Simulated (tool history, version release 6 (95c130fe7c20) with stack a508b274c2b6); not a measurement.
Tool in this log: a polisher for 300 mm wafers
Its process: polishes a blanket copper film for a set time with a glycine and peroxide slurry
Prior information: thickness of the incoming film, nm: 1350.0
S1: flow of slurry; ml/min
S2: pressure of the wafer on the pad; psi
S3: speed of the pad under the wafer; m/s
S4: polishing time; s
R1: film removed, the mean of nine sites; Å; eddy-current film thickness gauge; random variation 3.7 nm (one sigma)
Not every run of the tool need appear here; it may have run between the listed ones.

Run 1, day 0: S1 190 ml/min, S2 3.5 psi, S3 1.28 m/s, S4 25 s. Result: R1 2244 Å.
Run 2, day 0.042: S1 190 ml/min, S2 3.9 psi, S3 1.28 m/s, S4 25 s. Result: R1 2450.3 Å.
Run 3, day 0.329: S1 195 ml/min, S2 4.2 psi, S3 1.3 m/s, S4 25 s. Result: R1 2726.8 Å.
Run 4, day 0.358: S1 195 ml/min, S2 4.2 psi, S3 1.3 m/s, S4 25 s. Result: R1 2656.7 Å.
Run 5, day 0.638: S1 195 ml/min, S2 4.5 psi, S3 1.32 m/s, S4 25 s. Result: R1 2857 Å.
Run 6, day 0.888: S1 200 ml/min, S2 4.7 psi, S3 1.34 m/s, S4 25 s. Result: R1 3034.4 Å.

The next listed run, before its measurement:
Run 7, day 1.071: S1 200 ml/min, S2 4.9 psi, S3 1.36 m/s, S4 25 s. Result: R1 ?.

{"run 7": {"R1": 3148.3}}

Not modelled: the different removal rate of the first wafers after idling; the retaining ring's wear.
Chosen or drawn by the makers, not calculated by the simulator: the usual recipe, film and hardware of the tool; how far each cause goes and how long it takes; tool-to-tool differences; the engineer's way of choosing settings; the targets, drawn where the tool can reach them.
